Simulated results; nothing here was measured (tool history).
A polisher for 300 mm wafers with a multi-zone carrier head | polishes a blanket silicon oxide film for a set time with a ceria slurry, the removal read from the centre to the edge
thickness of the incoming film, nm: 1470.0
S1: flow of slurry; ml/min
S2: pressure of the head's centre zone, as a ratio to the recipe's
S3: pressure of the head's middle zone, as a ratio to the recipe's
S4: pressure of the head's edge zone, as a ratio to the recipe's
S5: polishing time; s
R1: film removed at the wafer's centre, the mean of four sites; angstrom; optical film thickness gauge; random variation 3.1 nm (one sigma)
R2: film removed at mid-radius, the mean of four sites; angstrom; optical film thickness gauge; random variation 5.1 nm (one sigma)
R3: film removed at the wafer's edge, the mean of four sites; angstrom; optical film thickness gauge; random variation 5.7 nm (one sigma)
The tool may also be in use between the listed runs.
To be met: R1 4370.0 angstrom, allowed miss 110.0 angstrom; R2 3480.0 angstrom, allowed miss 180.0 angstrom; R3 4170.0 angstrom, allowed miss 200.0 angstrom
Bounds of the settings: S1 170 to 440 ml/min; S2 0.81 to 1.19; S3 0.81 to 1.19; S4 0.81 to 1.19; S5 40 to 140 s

Run 1, hour 0.0: S1 280 ml/min, S2 1.00, S3 1.00, S4 1.00, S5 90 s. Result: R1 3448.3 angstrom, R2 3467.3 angstrom, R3 3478.7 angstrom.
Run 2, hour 2.8: S1 285 ml/min, S2 1.02, S3 0.98, S4 1.03, S5 91 s. Result: R1 3569.7 angstrom, R2 3413.8 angstrom, R3 3682.1 angstrom.
Run 3, hour 6.0: S1 295 ml/min, S2 1.04, S3 0.98, S4 1.04, S5 91 s. Result: R1 3633.0 angstrom, R2 3438.9 angstrom, R3 3609.3 angstrom.
Run 4, hour 7.8: S1 295 ml/min, S2 1.04, S3 1.01, S4 1.04, S5 91 s. Result: R1 3626.8 angstrom, R2 3459.7 angstrom, R3 3661.9 angstrom.
Run 5, hour 16.2: S1 295 ml/min, S2 0.96, S3 1.01, S4 1.04, S5 91 s. Result: R1 3368.6 angstrom, R2 3491.3 angstrom, R3 3655.7 angstrom.
Run 6, hour 22.7: S1 300 ml/min, S2 0.99, S3 1.00, S4 1.06, S5 92 s. Result: R1 3517.7 angstrom, R2 3489.5 angstrom, R3 3675.9 angstrom.
Run 7, hour 27.6: S1 300 ml/min, S2 0.99, S3 1.00, S4 1.06, S5 92 s. Result: R1 3485.2 angstrom, R2 3499.2 angstrom, R3 3633.4 angstrom.
At hour 29.9: slurry nozzle cleaned.
Run 8, hour 29.9: S1 290 ml/min, S2 1.01, S3 0.98, S4 1.07, S5 94 s. Result: R1 3836.6 angstrom, R2 3688.4 angstrom, R3 4029.4 angstrom.
Run 9, hour 33.2: S1 275 ml/min, S2 1.03, S3 0.96, S4 1.06, S5 93 s. Result: R1 3906.2 angstrom, R2 3659.3 angstrom, R3 3933.5 angstrom.
Run 10, hour 34.6: S1 270 ml/min, S2 1.04, S3 0.94, S4 1.07, S5 92 s. Result: R1 3882.9 angstrom, R2 3468.8 angstrom, R3 3878.4 angstrom.

Which of these 4 next moves meets every target?
Run A, hour 36.0: S1 360 ml/min, S2 1.16, S3 0.92, S4 0.88, S5 91 s. Result: R1 ?, R2 ?, R3 ?.
Run B, hour 36.0: S1 265 ml/min, S2 1.12, S3 0.88, S4 1.13, S5 96 s. Result: R1 ?, R2 ?, R3 ?.
Run C, hour 36.0: S1 265 ml/min, S2 1.18, S3 0.82, S4 1.05, S5 88 s. Result: R1 ?, R2 ?, R3 ?.
Run D, hour 36.0: S1 275 ml/min, S2 1.17, S3 0.87, S4 1.12, S5 97 s. Result: R1 ?, R2 ?, R3 ?.

move      R1      R2      R3
   A  4409.0  3450.9  3635.3
   B  4336.6  3401.1  4142.1
   C  4187.9  2941.3  3684.2
   D  4600.7  3418.2  4183.6
A: brings the result that was furthest off to its target, and leaves another outside
B: meets every target
C: nearer than the last run, and not there yet
D: takes the result that was furthest off past its target
Move B is the one to make.

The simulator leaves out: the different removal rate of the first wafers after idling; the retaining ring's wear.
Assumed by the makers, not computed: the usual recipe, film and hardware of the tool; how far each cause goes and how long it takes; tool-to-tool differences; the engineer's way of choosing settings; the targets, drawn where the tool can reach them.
